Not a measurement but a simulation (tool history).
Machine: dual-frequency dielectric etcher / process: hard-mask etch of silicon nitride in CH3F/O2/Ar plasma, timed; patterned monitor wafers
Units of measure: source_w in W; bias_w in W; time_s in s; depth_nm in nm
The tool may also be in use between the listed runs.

run,day,source_w,bias_w,time_s,depth_nm
1,0,280,100,289.5,205.28
2,0.142,280,107,289.5,211.74
3,0.288,260,103,289.5,199.12
4,0.562,250,102,289.5,194.74
5,0.783,270,102,289.5,203.72
6,1.042,270,102,289.5,203.55

What does the tool deliver on the next run?
7,1.404,250,101,289.5,?

Run 7 yielded depth_nm 193.8 nm.

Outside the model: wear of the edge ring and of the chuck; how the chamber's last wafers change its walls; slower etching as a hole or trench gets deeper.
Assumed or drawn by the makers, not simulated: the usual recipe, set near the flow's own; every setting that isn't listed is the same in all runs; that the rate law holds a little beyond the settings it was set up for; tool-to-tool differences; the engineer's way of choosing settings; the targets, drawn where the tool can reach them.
